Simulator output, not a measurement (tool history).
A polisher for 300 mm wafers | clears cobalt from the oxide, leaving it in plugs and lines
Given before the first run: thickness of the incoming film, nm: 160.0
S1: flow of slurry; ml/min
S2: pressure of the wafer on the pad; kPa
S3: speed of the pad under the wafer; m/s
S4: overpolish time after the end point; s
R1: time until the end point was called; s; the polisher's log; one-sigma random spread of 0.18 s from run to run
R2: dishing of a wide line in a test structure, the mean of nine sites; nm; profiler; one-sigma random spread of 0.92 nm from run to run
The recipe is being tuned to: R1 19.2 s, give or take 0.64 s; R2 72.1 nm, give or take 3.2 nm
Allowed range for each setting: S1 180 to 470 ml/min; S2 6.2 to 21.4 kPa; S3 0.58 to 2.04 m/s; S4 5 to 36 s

| run | hour | S1 | S2 | S3 | S4 | R1 | R2 |
|---|---|---|---|---|---|---|---|
| 1 | 0 | 300 | 13.8 | 1.3 | 18 | 24.558 | 60.659 |
| 2 | 5.5 | 300 | 14.5 | 1.3 | 19 | 22.982 | 64.947 |
| 3 | 13 | 300 | 15.2 | 1.3 | 19 | 21.988 | 63.757 |
| 4 | 20.3 | 300 | 17.9 | 1.3 | 19 | 18.731 | 67.802 |
| 5 | 25.9 | 250 | 17.9 | 1.3 | 19 | 19.012 | 67.983 |
| 6 | 30.4 | 250 | 15.2 | 1.3 | 19 | 21.966 | 63.362 |
| 7 | 32.5 | 250 | 15.9 | 1.3 | 20 | 21.654 | 66.281 |
| 8 | 40.9 | 250 | 15.9 | 1.3 | 20 | 21.265 | 65.807 |

Exercise: of the 5 proposed moves below, exactly one satisfies all targets within the stated allowed misses. Which move is it?
| A | 49.3 | 250 | 12.4 | 1.5 | 31 | ? | ? |
| B | 49.3 | 190 | 18.6 | 1.26 | 23 | ? | ? |
| C | 49.3 | 255 | 15.9 | 1.42 | 16 | ? | ? |
| D | 49.3 | 270 | 14.5 | 1.34 | 17 | ? | ? |
| E | 49.3 | 280 | 17.9 | 1.04 | 17 | ? | ? |

| move | R1 | R2 |
|---|---|---|
| A | 23.62 | 72.906 |
| B | 19.442 | 71.185 |
| C | 19.6 | 63.541 |
| D | 22.526 | 61.634 |
| E | 23.294 | 60.783 |
A: lands further from the targets than the last run did
B: each result inside its tolerance
C: the worst result of the last run now meets its target, but another is out of spec
D: lands further from the targets than the last run did
E: lands further from the targets than the last run did
Answer: B

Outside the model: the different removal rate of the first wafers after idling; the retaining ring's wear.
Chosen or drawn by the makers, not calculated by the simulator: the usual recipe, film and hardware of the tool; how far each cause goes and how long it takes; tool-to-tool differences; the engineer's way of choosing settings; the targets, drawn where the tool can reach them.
